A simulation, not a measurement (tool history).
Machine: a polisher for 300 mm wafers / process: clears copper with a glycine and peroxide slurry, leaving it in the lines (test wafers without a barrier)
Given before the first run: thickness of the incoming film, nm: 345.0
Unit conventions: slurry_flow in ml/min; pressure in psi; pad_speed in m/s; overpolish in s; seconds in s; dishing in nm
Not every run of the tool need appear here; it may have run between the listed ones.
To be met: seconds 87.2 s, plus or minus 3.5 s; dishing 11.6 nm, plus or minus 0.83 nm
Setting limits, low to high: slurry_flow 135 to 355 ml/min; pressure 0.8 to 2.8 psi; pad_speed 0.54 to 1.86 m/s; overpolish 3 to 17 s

run,hour,slurry_flow,pressure,pad_speed,overpolish,seconds,dishing
1,0,225,1.8,1.18,9,99.459,19.925
2,4.5,175,1.8,1.18,9,104.04,18.33
3,8.8,175,1.8,1.18,11,104.53,22.165
4,17.7,175,1.4,1.18,11,127.36,19.775
5,23.1,165,1.6,1.18,9,113.63,18.25
6,27.9,160,1.8,1.12,8,108.89,17.025
7,33.3,155,1.9,1.12,7,103.26,16.096
8,34.4,135,2.3,1.12,3,91.127,8.7691
9,37.6,140,2.3,1.14,3,89.375,8.5396

Of the 4 settings listed for the next run, only one would bring every result within its allowed miss of target. Which one?
A,40.8,170,2.5,0.8,5,?,?
B,40.8,170,2.3,1.14,3,?,?
C,40.8,160,2.2,1.24,4,?,?
D,40.8,170,2.3,1.14,6,?,?

move,seconds,dishing
A,95.595,12.953
B,87.398,9.0118
C,87.88,11.477
D,87.398,16.001
A: pushes the last run's worst result past its target
B: moves toward the targets from the last run without getting all of them in spec
C: all results land within tolerance of their targets
D: pushes the last run's worst result past its target
The move that meets every target is C.
